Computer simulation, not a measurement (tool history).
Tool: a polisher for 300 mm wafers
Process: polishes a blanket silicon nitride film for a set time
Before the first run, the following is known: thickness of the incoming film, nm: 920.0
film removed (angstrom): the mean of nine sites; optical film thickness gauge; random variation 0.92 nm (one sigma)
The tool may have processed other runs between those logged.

run    day  flow of slurry (ml/min)  pressure of the wafer on the pad (psi)  speed of the pad under the wafer (cm/s)  polishing time (s)  film removed (angstrom)
  1      0                      205                                     2.8                                      112                  48                   636.42
  2  0.083                      205                                       3                                      112                  48                   683.34
  3   0.15                      205                                     3.2                                      112                  48                   740.73
  4  0.417                      205                                     3.3                                      112                  48                   748.67
  5  0.604                      205                                     3.3                                      140                  48                    894.4
  6  0.825                      205                                     3.4                                      140                  48                   919.63
  7  1.117                      205                                     3.4                                      140                  48                    920.9

Estimate the outcome of run 8 from the log above:
  8  1.262                      205                                     3.5                                      140                  48                        ?

{"run 8": {"film removed (angstrom)": 948.07}}
